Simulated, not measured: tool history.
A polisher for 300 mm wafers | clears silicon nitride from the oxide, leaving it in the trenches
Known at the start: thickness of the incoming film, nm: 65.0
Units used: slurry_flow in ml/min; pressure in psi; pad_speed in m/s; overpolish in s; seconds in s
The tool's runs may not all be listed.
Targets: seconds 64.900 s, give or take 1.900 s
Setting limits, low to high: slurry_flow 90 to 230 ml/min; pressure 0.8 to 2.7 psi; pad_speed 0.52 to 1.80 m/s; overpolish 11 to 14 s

{"run": 1, "day": 0.0, "slurry_flow": 150, "pressure": 1.7, "pad_speed": 1.16, "overpolish": 14, "seconds": 95.055}
{"run": 2, "day": 0.35, "slurry_flow": 160, "pressure": 1.9, "pad_speed": 1.16, "overpolish": 14, "seconds": 87.111}
{"run": 3, "day": 0.542, "slurry_flow": 160, "pressure": 1.9, "pad_speed": 1.26, "overpolish": 14, "seconds": 79.413}
{"run": 4, "day": 0.704, "slurry_flow": 160, "pressure": 1.9, "pad_speed": 1.44, "overpolish": 14, "seconds": 68.99}
{"run": 5, "day": 0.804, "slurry_flow": 160, "pressure": 2.0, "pad_speed": 1.44, "overpolish": 14, "seconds": 66.841}
{"run": 6, "day": 0.842, "slurry_flow": 160, "pressure": 2.0, "pad_speed": 1.66, "overpolish": 14, "seconds": 58.095}
{"run": 7, "day": 0.942, "slurry_flow": 160, "pressure": 2.0, "pad_speed": 1.66, "overpolish": 14, "seconds": 58.958}
{"run": 8, "day": 1.208, "slurry_flow": 150, "pressure": 2.0, "pad_speed": 1.66, "overpolish": 14, "seconds": 58.851}
{"run": 9, "day": 1.554, "slurry_flow": 140, "pressure": 2.0, "pad_speed": 1.66, "overpolish": 14, "seconds": 58.571}

Which of these 4 next moves meets every target?
{"run": "A", "day": 1.9, "slurry_flow": 125, "pressure": 1.9, "pad_speed": 1.72, "overpolish": 13, "seconds": "?"}
{"run": "B", "day": 1.9, "slurry_flow": 140, "pressure": 2.2, "pad_speed": 1.52, "overpolish": 14, "seconds": "?"}
{"run": "C", "day": 1.9, "slurry_flow": 130, "pressure": 2.4, "pad_speed": 1.36, "overpolish": 12, "seconds": "?"}
{"run": "D", "day": 1.9, "slurry_flow": 155, "pressure": 1.6, "pad_speed": 1.78, "overpolish": 14, "seconds": "?"}

move=A seconds=60.764
move=B seconds=59.987
move=C seconds=62.709
move=D seconds=65.701
A: closer than the last run, but not yet in spec
B: closer than the last run, but not yet in spec
C: closer than the last run, but not yet in spec
D: all results land within tolerance of their targets
Answer: D

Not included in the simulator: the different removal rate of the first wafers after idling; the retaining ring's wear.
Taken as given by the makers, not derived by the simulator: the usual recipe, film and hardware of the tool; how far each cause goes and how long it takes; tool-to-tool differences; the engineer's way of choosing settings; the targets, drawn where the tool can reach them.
